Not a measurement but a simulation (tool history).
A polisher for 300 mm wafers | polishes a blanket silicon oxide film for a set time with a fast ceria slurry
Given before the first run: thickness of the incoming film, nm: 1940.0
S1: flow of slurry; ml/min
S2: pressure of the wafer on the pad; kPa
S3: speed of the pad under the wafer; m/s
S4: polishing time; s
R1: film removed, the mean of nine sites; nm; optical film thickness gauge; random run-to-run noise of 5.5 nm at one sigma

run	hour	S1	S2	S3	S4	R1
1	0.0	290	16.5	1.1	30	331.20
2	3.3	290	17.2	1.1	30	349.44
3	10.8	350	17.2	1.1	30	349.68
4	16.7	390	17.2	1.1	30	352.96
5	25.7	390	17.2	0.9	30	292.17
# hour 31.3: worn pad replaced by a new one
6	31.3	390	17.9	0.9	30	328.87
7	34.3	390	18.6	0.9	30	335.87
8	39.5	390	19.3	0.9	30	346.55

What will run 9 give?
9	46.6	390	20.0	0.9	30	?

{"run 9": {"R1": 357.11}}
